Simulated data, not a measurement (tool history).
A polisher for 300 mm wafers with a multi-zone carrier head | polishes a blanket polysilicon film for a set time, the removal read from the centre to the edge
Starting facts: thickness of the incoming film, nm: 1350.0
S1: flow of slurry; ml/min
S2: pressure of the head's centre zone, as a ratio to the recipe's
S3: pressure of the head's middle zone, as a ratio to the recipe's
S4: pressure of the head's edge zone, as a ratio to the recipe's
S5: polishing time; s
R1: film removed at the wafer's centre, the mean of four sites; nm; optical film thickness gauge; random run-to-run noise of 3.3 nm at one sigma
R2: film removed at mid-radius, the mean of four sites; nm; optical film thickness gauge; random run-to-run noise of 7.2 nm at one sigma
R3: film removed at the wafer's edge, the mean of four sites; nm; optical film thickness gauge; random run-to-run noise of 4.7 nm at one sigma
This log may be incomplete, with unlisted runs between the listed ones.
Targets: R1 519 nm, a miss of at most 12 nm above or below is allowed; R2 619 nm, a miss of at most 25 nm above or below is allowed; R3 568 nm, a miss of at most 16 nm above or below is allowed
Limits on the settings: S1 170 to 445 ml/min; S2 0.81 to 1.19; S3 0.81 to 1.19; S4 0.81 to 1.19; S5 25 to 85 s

run,hour,S1,S2,S3,S4,S5,R1,R2,R3
1,0,285,1,1,1,55,483.34,480.87,495.19
2,3.1,295,1,1.03,1.02,56,487.95,499.58,503.04
3,9.5,295,1.08,1.03,1.02,56,524.41,502.96,513.37
4,14.2,300,1.07,1.06,1.04,57,532.6,525.92,526.33
5,16.7,300,1.07,1.14,1.04,57,534.15,547.2,521.32
6,24,305,1.05,1.15,1.05,58,536.13,567.01,531.6
7,32.1,310,1.03,1.16,1.06,58,525.11,584.65,528.44
8,36.7,310,1.02,1.16,1.08,58,524.46,572.69,533.1
9,43,315,1.01,1.17,1.09,58,511.33,586.06,535.48
10,47.3,315,1.01,1.17,1.09,58,517.3,593.88,541.34
11,50.7,315,1.01,1.17,1.09,58,517.71,599.72,531.85
12,57.1,315,1.01,1.17,1.09,58,517.14,582.57,532.17
13,59.8,315,1,1.17,1.1,58,518.8,574.55,532.24
14,61.7,325,0.98,1.17,1.11,59,514.34,580.99,543.1
15,63.1,325,0.98,1.17,1.11,59,508.98,603.58,554.16
16,67.6,330,0.98,1.17,1.11,59,511.38,596.78,541.3

4 candidate next runs follow, results not yet known. Just one meets every target within its allowed miss. Identify it.
A,72.1,325,0.96,1.17,1.09,61,?,?,?
B,72.1,445,1.03,1.19,0.91,55,?,?,?
C,72.1,445,1.01,1.18,1.01,57,?,?,?
D,72.1,320,0.92,1.16,1.1,60,?,?,?

move,R1,R2,R3
A,518.75,616.42,561.14
B,516.49,578.42,488.78
C,524.76,595.1,522.25
D,487.97,601.05,552.99
A: in spec on every target
B: lands further from the targets than the last run did
C: lands further from the targets than the last run did
D: meets the target for the result that was furthest off, but another lies outside its allowed miss
A is the move that brings every result within its allowed miss.
